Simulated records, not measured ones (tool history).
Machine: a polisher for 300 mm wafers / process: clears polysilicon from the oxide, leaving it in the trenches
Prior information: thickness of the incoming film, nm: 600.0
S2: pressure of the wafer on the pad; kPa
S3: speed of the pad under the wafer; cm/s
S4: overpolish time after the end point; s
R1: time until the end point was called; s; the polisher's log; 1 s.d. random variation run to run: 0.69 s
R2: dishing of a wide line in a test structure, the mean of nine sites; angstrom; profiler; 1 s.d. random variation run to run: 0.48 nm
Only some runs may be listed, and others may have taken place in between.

Run 1, hour 0.0: flow of slurry (ml/min) 170, S2 19.3 kPa, S3 108 cm/s, S4 17 s. Result: R1 45.426 s, R2 417.40 angstrom.
Run 2, hour 2.3: flow of slurry (ml/min) 170, S2 19.3 kPa, S3 108 cm/s, S4 14 s. Result: R1 46.058 s, R2 415.99 angstrom.
Run 3, hour 8.0: flow of slurry (ml/min) 130, S2 19.3 kPa, S3 108 cm/s, S4 14 s. Result: R1 48.844 s, R2 418.21 angstrom.
Run 4, hour 12.4: flow of slurry (ml/min) 130, S2 24.1 kPa, S3 108 cm/s, S4 14 s. Result: R1 39.137 s, R2 412.59 angstrom.
Run 5, hour 16.9: flow of slurry (ml/min) 130, S2 24.1 kPa, S3 108 cm/s, S4 8 s. Result: R1 39.270 s, R2 402.71 angstrom.
Run 6, hour 17.7: flow of slurry (ml/min) 130, S2 24.1 kPa, S3 108 cm/s, S4 5 s. Result: R1 38.940 s, R2 362.61 angstrom.
Run 7, hour 18.8: flow of slurry (ml/min) 165, S2 21.4 kPa, S3 108 cm/s, S4 5 s. Result: R1 41.477 s, R2 356.48 angstrom.
Run 8, hour 19.5: flow of slurry (ml/min) 165, S2 21.4 kPa, S3 108 cm/s, S4 5 s. Result: R1 40.997 s, R2 347.88 angstrom.

Run 9, settings as shown, results not yet in. Your forecast:
Run 9, hour 27.3: flow of slurry (ml/min) 180, S2 18.6 kPa, S3 108 cm/s, S4 5 s. Result: R1 ?, R2 ?.

R1: 46.287 s
R2: 343.17 angstrom

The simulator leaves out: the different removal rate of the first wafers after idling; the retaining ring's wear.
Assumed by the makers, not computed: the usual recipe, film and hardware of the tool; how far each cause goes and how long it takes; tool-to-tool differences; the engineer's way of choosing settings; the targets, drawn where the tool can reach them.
